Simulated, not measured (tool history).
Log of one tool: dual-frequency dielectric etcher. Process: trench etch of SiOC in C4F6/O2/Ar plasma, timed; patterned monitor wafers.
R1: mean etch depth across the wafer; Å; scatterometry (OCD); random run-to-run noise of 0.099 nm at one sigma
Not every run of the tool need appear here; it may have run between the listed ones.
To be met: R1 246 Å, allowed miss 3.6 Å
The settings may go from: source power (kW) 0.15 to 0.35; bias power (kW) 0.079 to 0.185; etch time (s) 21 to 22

run 1 hour=0 | source_power_(kW)=0.25 bias_power_(kW)=0.132 etch_time_(s)=21 | R1=307.59
run 2 hour=3.3 | source_power_(kW)=0.25 bias_power_(kW)=0.15 etch_time_(s)=21 | R1=323.24
run 3 hour=10.4 | source_power_(kW)=0.23 bias_power_(kW)=0.14 etch_time_(s)=21 | R1=303.54
run 4 hour=13.3 | source_power_(kW)=0.21 bias_power_(kW)=0.14 etch_time_(s)=21 | R1=287.85
run 5 hour=16.4 | source_power_(kW)=0.21 bias_power_(kW)=0.126 etch_time_(s)=21 | R1=275.88
run 6 hour=22.3 | source_power_(kW)=0.2 bias_power_(kW)=0.126 etch_time_(s)=21 | R1=274.12
run 7 hour=28.4 | source_power_(kW)=0.19 bias_power_(kW)=0.125 etch_time_(s)=21 | R1=263.94
run 8 hour=29.9 | source_power_(kW)=0.18 bias_power_(kW)=0.125 etch_time_(s)=21 | R1=258.47
run 9 hour=36.7 | source_power_(kW)=0.15 bias_power_(kW)=0.123 etch_time_(s)=21 | R1=233.83
run 10 hour=38.3 | source_power_(kW)=0.16 bias_power_(kW)=0.123 etch_time_(s)=21 | R1=241.51

Exercise: of the 4 proposed moves below, exactly one satisfies all targets within the stated allowed misses. Which move is it?
run A hour=39.9 | source_power_(kW)=0.17 bias_power_(kW)=0.093 etch_time_(s)=22 | R1=?
run B hour=39.9 | source_power_(kW)=0.17 bias_power_(kW)=0.118 etch_time_(s)=21 | R1=?
run C hour=39.9 | source_power_(kW)=0.17 bias_power_(kW)=0.112 etch_time_(s)=22 | R1=?
run D hour=39.9 | source_power_(kW)=0.18 bias_power_(kW)=0.119 etch_time_(s)=21 | R1=?

move=A R1=236.53
move=B R1=245.88
move=C R1=252.78
move=D R1=253.73
A: misses by more than the last run did
B: hits every target within its allowed miss
C: takes the result that was furthest off past its target
D: takes the result that was furthest off past its target
B meets every target.

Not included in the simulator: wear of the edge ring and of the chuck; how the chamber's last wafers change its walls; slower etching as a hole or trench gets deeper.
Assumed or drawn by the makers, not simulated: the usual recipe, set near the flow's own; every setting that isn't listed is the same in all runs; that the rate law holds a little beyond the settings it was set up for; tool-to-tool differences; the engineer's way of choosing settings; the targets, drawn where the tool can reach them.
